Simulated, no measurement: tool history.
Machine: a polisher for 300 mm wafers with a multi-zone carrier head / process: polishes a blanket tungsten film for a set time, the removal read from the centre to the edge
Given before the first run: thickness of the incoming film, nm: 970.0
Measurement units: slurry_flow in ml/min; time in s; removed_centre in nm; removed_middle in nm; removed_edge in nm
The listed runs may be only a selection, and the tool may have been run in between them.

run  hour  slurry_flow  centre_zone  middle_zone  edge_zone  slurry_solids  time  removed_centre  removed_middle  removed_edge
  1     0          220            1            1          1              1    35          171.03          164.59        161.17
  2   3.8          220            1            1          1              1    40          193.27          189.96        194.57
  3   4.5          215         0.98         0.99       0.99           0.95    39          179.88          180.63        183.96
  4  11.4          215         0.97         0.98       0.98            0.9    38          171.72          168.69        173.61
  5  16.1          180         0.97         0.98       0.98            0.9    38          164.38          166.91        168.92
  6  23.5          175         0.96         0.97       0.96           0.85    37          156.04          154.22        158.33
  7  27.6          175         0.96         0.97       0.96           0.85    37          157.66          154.97        161.96
  8  33.6          175         0.95         0.98       0.95            0.8    36           148.3          151.73        151.27
  9  38.1          175         0.94         0.97       0.94           0.75    36          142.13          145.23        146.74
 10  46.1          180         0.85         0.94       0.84            0.5    34          102.97          114.45         113.1
 11  49.6          185         0.85         0.94       0.84            0.5    34          103.03          114.46        114.43
 12  53.1          190         0.85         0.94       0.84            0.5    34          103.73          114.85        116.59
 13  56.7          195         0.86         0.94       0.84            0.5    34          105.85          116.69        114.22
 14  62.6          215         0.87         0.93       0.89           0.55    34          114.51          122.17        125.68

Forecast run 15:
 15  71.6          210         0.87         0.93       0.88           0.55    34               ?               ?             ?

Logged for run 15: removed_centre 113.84 nm, removed_middle 122.05 nm, removed_edge 125.5 nm.

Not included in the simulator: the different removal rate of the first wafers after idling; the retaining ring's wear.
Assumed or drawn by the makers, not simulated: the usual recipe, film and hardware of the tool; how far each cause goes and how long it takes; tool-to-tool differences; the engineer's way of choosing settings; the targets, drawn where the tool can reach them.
